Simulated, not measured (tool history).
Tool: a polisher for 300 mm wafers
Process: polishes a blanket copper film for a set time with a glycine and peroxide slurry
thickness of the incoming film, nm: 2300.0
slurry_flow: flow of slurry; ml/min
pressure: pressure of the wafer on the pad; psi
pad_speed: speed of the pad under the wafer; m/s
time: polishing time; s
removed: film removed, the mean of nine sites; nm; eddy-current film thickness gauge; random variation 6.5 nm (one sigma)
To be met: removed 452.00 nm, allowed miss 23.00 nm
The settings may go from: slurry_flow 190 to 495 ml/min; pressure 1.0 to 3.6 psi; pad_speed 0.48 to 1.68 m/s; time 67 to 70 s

{"run": 1, "hour": 0.0, "slurry_flow": 320, "pressure": 2.3, "pad_speed": 1.08, "time": 67, "removed": 341.94}
{"run": 2, "hour": 5.3, "slurry_flow": 280, "pressure": 2.3, "pad_speed": 1.08, "time": 67, "removed": 339.86}
{"run": 3, "hour": 6.2, "slurry_flow": 280, "pressure": 2.4, "pad_speed": 1.08, "time": 67, "removed": 341.31}
{"run": 4, "hour": 8.3, "slurry_flow": 280, "pressure": 2.5, "pad_speed": 1.08, "time": 67, "removed": 359.99}
{"run": 5, "hour": 10.1, "slurry_flow": 200, "pressure": 2.5, "pad_speed": 1.08, "time": 67, "removed": 344.47}
{"run": 6, "hour": 15.1, "slurry_flow": 200, "pressure": 2.3, "pad_speed": 1.08, "time": 67, "removed": 331.94}
{"run": 7, "hour": 21.9, "slurry_flow": 200, "pressure": 2.4, "pad_speed": 1.1, "time": 67, "removed": 341.2}
{"run": 8, "hour": 25.7, "slurry_flow": 200, "pressure": 2.5, "pad_speed": 1.1, "time": 67, "removed": 352.76}
{"run": 9, "hour": 27.3, "slurry_flow": 200, "pressure": 2.6, "pad_speed": 1.1, "time": 67, "removed": 359.92}
{"run": 10, "hour": 33.9, "slurry_flow": 200, "pressure": 2.7, "pad_speed": 1.1, "time": 67, "removed": 371.77}
{"run": 11, "hour": 36.3, "slurry_flow": 200, "pressure": 2.8, "pad_speed": 1.1, "time": 67, "removed": 394.2}
{"run": 12, "hour": 43.6, "slurry_flow": 200, "pressure": 3.0, "pad_speed": 1.12, "time": 67, "removed": 396.61}

4 next moves are on the table. One of them brings every result within its allowed miss. Which?
{"run": "A", "hour": 50.9, "slurry_flow": 230, "pressure": 3.0, "pad_speed": 0.94, "time": 67, "removed": "?"}
{"run": "B", "hour": 50.9, "slurry_flow": 195, "pressure": 3.1, "pad_speed": 0.98, "time": 67, "removed": "?"}
{"run": "C", "hour": 50.9, "slurry_flow": 205, "pressure": 2.7, "pad_speed": 1.04, "time": 70, "removed": "?"}
{"run": "D", "hour": 50.9, "slurry_flow": 235, "pressure": 3.3, "pad_speed": 1.14, "time": 68, "removed": "?"}

move=A removed=362.11
move=B removed=374.32
move=C removed=366.18
move=D removed=445.67
A: further off than the last run
B: further off than the last run
C: further off than the last run
D: meets every target
Answer: D
